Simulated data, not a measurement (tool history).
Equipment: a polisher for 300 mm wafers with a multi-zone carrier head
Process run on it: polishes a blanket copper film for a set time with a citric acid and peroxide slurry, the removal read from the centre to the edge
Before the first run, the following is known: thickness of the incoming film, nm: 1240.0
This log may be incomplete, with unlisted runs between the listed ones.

run  hour  flow of slurry (ml/min)  pressure of the head's centre zone  pressure of the head's middle zone  pressure of the head's edge zone  abrasive content of the slurry  polishing time (s)  film removed at the wafer's centre (angstrom)  film removed at mid-radius (angstrom)  film removed at the wafer's edge (angstrom)
  1   0.0                      320                                1.00                                1.00                              1.00                            1.00                  66                                        1405.30                                1389.40                                      1375.80
  2   5.6                      320                                1.00                                1.06                              1.00                            1.00                  66                                        1385.70                                1443.30                                      1356.60
  3   6.9                      320                                1.00                                1.06                              1.00                            1.00                  50                                        1056.90                                1069.60                                      1017.90
  4   8.0                      320                                0.98                                1.03                              1.01                            0.95                  50                                        1028.30                                1041.90                                      1022.20
  5  15.4                      320                                1.03                                1.03                              1.01                            0.95                  50                                        1083.40                                1047.60                                      1016.80
  6  18.1                      320                                1.03                                1.03                              1.01                            0.95                  34                                         722.57                                 729.92                                       699.26
  7  25.3                      320                                1.03                                1.03                              1.01                            0.95                  34                                         717.11                                 728.76                                       698.96

Estimate the outcome of run 8 from the log above:
  8  31.1                      320                                1.03                                1.01                              1.04                            1.00                  36                                              ?                                      ?                                            ?

{"run 8": {"film removed at the wafer's centre (angstrom)": 769.39, "film removed at mid-radius (angstrom)": 763.49, "film removed at the wafer's edge (angstrom)": 774.33}}
